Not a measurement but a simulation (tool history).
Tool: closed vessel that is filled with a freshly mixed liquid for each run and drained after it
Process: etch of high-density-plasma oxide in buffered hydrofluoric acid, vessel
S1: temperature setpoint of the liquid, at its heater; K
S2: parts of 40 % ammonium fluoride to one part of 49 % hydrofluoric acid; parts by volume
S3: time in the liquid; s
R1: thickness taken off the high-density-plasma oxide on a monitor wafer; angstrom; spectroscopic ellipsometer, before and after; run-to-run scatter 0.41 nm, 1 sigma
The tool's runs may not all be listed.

run 1 hour=0.0 | S1=293.15 S2=20 S3=85 | R1=639.69
run 2 hour=1.7 | S1=293.15 S2=24 S3=85 | R1=563.54
run 3 hour=9.4 | S1=295.65 S2=24 S3=85 | R1=644.44
run 4 hour=12.0 | S1=295.15 S2=24 S3=85 | R1=636.45
run 5 hour=15.6 | S1=295.15 S2=24 S3=90 | R1=658.16
run 6 hour=23.3 | S1=295.15 S2=27 S3=90 | R1=611.66

Estimate the outcome of run 7 from the log above:
run 7 hour=27.5 | S1=294.65 S2=27 S3=90 | R1=?

Run 7 produced R1 595.99 angstrom.
